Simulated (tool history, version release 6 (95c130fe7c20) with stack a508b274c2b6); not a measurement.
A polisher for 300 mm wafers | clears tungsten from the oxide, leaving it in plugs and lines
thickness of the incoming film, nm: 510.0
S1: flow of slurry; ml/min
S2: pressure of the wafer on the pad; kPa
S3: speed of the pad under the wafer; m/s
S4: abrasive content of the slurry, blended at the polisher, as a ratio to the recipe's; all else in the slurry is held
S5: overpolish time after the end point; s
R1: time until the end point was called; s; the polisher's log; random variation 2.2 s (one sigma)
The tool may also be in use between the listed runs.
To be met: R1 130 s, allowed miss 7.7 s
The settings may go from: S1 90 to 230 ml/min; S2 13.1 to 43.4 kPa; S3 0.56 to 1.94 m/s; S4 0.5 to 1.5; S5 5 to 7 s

run  hour   S1    S2    S3  S4  S5      R1
  1     0  150  28.3  1.24   1   7  86.674
  2   3.7  150  32.4  1.24   1   7  73.081
  3    12  150  32.4  1.24   1   7  74.878
  4  16.7  150    31  1.24   1   7  77.924
  5  24.4  150  28.3  1.24   1   7  82.537
  6  28.4  150  26.9  1.22   1   7  89.802
  7  34.5  150  25.5  1.22   1   7   93.98
  8  38.9  150  24.8  1.22   1   7   94.38

4 next moves are on the table. One of them brings every result within its allowed miss. Which?
  A  43.3  200  25.5  0.92  0.85   7   ?
  B  43.3  150  22.1  1.12   0.9   7   ?
  C  43.3  140    31   1.8   1.1   7   ?
  D  43.3  150  21.4  0.88  1.05   7   ?

move      R1
   A  112.43
   B  115.41
   C  58.983
   D  132.24
A: nearer than the last run, and not there yet
B: nearer than the last run, and not there yet
C: further off than the last run
D: meets every target
Move D is the one to make.
